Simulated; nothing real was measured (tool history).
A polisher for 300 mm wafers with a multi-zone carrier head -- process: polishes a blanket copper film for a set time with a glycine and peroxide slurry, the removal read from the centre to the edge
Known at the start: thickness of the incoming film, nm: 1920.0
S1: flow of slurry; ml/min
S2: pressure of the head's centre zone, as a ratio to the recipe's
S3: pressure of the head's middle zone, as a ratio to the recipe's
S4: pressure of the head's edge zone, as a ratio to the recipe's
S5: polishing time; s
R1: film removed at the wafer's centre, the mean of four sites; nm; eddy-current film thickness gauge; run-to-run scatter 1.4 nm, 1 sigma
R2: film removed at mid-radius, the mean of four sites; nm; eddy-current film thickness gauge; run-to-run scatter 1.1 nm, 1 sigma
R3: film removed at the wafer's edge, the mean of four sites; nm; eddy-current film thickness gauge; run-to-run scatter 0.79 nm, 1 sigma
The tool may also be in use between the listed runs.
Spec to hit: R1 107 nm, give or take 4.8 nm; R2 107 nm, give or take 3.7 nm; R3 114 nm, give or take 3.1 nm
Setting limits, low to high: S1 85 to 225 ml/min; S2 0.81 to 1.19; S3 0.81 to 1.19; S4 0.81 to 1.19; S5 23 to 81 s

| run | day | S1 | S2 | S3 | S4 | S5 | R1 | R2 | R3 |
|---|---|---|---|---|---|---|---|---|---|
| 1 | 0 | 145 | 1 | 1 | 1 | 52 | 193.89 | 187.98 | 194.83 |
| 2 | 0.258 | 140 | 0.99 | 0.99 | 0.99 | 50 | 185.38 | 174.79 | 187.77 |
| 3 | 0.429 | 140 | 0.91 | 0.99 | 0.99 | 50 | 171.19 | 182.21 | 185.41 |
| 4 | 0.458 | 135 | 0.91 | 0.98 | 0.98 | 48 | 157.97 | 170.17 | 176.14 |
| 5 | 0.671 | 135 | 0.95 | 0.98 | 0.98 | 48 | 169.59 | 168.4 | 177.05 |
| 6 | 0.817 | 130 | 0.94 | 0.97 | 0.97 | 46 | 151.18 | 157.26 | 168.12 |
| 7 | 1.162 | 140 | 1.01 | 0.91 | 0.87 | 32 | 118.37 | 104.19 | 112.65 |
| 8 | 1.196 | 140 | 1 | 0.91 | 0.87 | 32 | 120.51 | 106.06 | 114.24 |
| 9 | 1.433 | 140 | 0.99 | 0.91 | 0.87 | 32 | 117.16 | 107.95 | 114.96 |
| 10 | 1.717 | 140 | 0.98 | 0.91 | 0.87 | 32 | 114.37 | 105.45 | 114.82 |
| 11 | 2.062 | 135 | 0.96 | 0.92 | 0.86 | 32 | 113.76 | 106.57 | 111.71 |

Pick the move, out of 5, that brings all results within their allowed miss; only one does.
| A | 2.408 | 140 | 0.91 | 0.93 | 0.91 | 32 | ? | ? | ? |
| B | 2.408 | 100 | 1.13 | 0.92 | 0.88 | 35 | ? | ? | ? |
| C | 2.408 | 155 | 1.06 | 0.91 | 0.83 | 32 | ? | ? | ? |
| D | 2.408 | 130 | 1.06 | 0.9 | 0.87 | 32 | ? | ? | ? |
| E | 2.408 | 135 | 1.09 | 0.91 | 0.81 | 33 | ? | ? | ? |

| move | R1 | R2 | R3 |
|---|---|---|---|
| A | 105.6 | 107.47 | 115.73 |
| B | 129.12 | 106 | 117.18 |
| C | 126.19 | 107.83 | 113.64 |
| D | 120.71 | 102.74 | 112.44 |
| E | 129.37 | 107.88 | 113.69 |
A: each result inside its tolerance
B: its largest miss is bigger than the last run's
C: its largest miss is bigger than the last run's
D: its largest miss is bigger than the last run's
E: its largest miss is bigger than the last run's
The right move is A.
